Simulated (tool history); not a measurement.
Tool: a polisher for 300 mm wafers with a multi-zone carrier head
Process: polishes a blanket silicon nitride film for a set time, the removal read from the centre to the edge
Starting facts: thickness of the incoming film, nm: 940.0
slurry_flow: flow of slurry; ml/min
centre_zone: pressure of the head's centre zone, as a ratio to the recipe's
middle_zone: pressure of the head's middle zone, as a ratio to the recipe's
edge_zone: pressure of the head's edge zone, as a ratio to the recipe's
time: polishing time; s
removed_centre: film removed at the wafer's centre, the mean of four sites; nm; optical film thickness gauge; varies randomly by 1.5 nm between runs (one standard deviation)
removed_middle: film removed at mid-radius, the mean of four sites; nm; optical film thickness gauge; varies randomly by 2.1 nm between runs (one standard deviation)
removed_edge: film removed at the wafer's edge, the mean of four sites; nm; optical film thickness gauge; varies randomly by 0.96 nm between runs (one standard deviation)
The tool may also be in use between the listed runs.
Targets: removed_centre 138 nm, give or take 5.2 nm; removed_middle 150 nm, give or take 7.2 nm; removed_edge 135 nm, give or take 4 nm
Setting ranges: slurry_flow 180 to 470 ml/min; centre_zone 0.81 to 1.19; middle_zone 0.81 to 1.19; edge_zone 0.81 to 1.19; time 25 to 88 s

run,hour,slurry_flow,centre_zone,middle_zone,edge_zone,time,removed_centre,removed_middle,removed_edge
1,0,300,1,1,1,56,109.99,117.83,118.91
2,4.3,300,1,1.04,1,56,111.33,122.55,117.42
3,6,310,1.03,1.07,1.04,58,119.15,126.13,124.79
4,7.7,315,1.04,1.1,1.03,60,125.7,135.31,129.03
5,9.6,315,1.09,1.1,1.03,60,131.83,135.51,130.74
6,11.4,315,1.15,1.1,1.03,60,135.9,134.26,129.61
7,19,315,1.15,1.1,1.03,60,135.81,136.53,129.43
8,23,315,1.13,1.13,1.03,61,141.28,139.39,131.08
9,30.4,335,1.03,1.19,0.98,65,136.14,157.76,134.79

Which one of the following 5 next-run settings gets every result inside its allowed miss? There is exactly one.
A,37.8,315,0.93,1.19,0.85,68,?,?,?
B,37.8,310,0.99,1.19,0.81,70,?,?,?
C,37.8,310,1.05,1.07,1.04,63,?,?,?
D,37.8,300,1.1,1.18,1.03,63,?,?,?
E,37.8,400,0.96,1.19,0.86,70,?,?,?

move,removed_centre,removed_middle,removed_edge
A,124,163.21,133.24
B,135.69,167.68,134.11
C,129.48,137.65,135.74
D,135.26,149.16,134.54
E,135.25,171.94,140.32
A: its largest miss is bigger than the last run's
B: its largest miss is bigger than the last run's
C: carries the result that was furthest off beyond its target, to the other side
D: in spec on every target
E: its largest miss is bigger than the last run's
Go with D: it meets all targets.
